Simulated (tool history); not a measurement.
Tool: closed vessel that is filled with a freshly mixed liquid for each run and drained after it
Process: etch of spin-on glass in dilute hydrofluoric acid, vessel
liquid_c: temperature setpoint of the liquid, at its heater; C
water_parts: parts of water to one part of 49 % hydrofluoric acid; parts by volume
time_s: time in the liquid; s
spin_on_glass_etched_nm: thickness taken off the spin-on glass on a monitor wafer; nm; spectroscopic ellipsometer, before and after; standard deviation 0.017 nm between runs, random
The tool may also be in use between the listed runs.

run 1 day=0.000 | liquid_c=20.0 water_parts=215 time_s=30 | spin_on_glass_etched_nm=3.2147
run 2 day=0.275 | liquid_c=20.0 water_parts=215 time_s=30 | spin_on_glass_etched_nm=3.1598
run 3 day=0.512 | liquid_c=19.5 water_parts=215 time_s=30 | spin_on_glass_etched_nm=3.0985
run 4 day=0.850 | liquid_c=22.0 water_parts=215 time_s=30 | spin_on_glass_etched_nm=3.4425
run 5 day=0.917 | liquid_c=25.0 water_parts=215 time_s=30 | spin_on_glass_etched_nm=3.8688
run 6 day=1.279 | liquid_c=25.0 water_parts=215 time_s=30 | spin_on_glass_etched_nm=3.8149
run 7 day=1.600 | liquid_c=24.0 water_parts=215 time_s=30 | spin_on_glass_etched_nm=3.7141
run 8 day=1.896 | liquid_c=23.0 water_parts=215 time_s=30 | spin_on_glass_etched_nm=3.5890

Estimate the outcome of run 9 from the log above:
run 9 day=2.246 | liquid_c=22.0 water_parts=215 time_s=30 | spin_on_glass_etched_nm=?

Run 9 measured spin_on_glass_etched_nm 3.4392 nm.
